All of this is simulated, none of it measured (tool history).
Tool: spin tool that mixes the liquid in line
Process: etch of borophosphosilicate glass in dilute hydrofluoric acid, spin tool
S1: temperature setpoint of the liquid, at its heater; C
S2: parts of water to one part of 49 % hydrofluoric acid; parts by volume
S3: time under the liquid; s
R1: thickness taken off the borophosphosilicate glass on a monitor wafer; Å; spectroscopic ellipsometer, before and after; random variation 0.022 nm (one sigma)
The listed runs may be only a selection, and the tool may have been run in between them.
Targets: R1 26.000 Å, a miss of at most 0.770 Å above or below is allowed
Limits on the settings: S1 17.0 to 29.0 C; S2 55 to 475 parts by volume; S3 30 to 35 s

run 1 hour=0.0 | S1=21.0 S2=265 S3=35 | R1=44.364
run 2 hour=6.9 | S1=20.5 S2=275 S3=35 | R1=41.666
run 3 hour=13.8 | S1=20.0 S2=285 S3=35 | R1=38.623
run 4 hour=17.5 | S1=20.0 S2=285 S3=35 | R1=39.161
run 5 hour=25.1 | S1=20.0 S2=220 S3=35 | R1=53.945
run 6 hour=27.7 | S1=19.5 S2=240 S3=35 | R1=47.984
run 7 hour=28.5 | S1=19.0 S2=255 S3=35 | R1=43.371
run 8 hour=32.1 | S1=18.5 S2=265 S3=35 | R1=40.296
run 9 hour=41.0 | S1=18.5 S2=275 S3=35 | R1=38.634
run 10 hour=43.8 | S1=18.5 S2=285 S3=35 | R1=36.756
run 11 hour=46.7 | S1=18.5 S2=295 S3=35 | R1=34.837
run 12 hour=49.1 | S1=18.5 S2=300 S3=35 | R1=34.358

Pick the move, out of 5, that brings all results within their allowed miss; only one does.
run A hour=51.5 | S1=19.5 S2=240 S3=35 | R1=?
run B hour=51.5 | S1=20.0 S2=345 S3=30 | R1=?
run C hour=51.5 | S1=20.0 S2=300 S3=30 | R1=?
run D hour=51.5 | S1=20.0 S2=290 S3=35 | R1=?
run E hour=51.5 | S1=21.5 S2=280 S3=35 | R1=?

move=A R1=47.973
move=B R1=26.524
move=C R1=31.730
move=D R1=38.639
move=E R1=42.660
A: further off than the last run
B: all results land within tolerance of their targets
C: nearer the targets than the last run, but a result is still out of spec
D: further off than the last run
E: further off than the last run
Correct choice: B, which meets every target
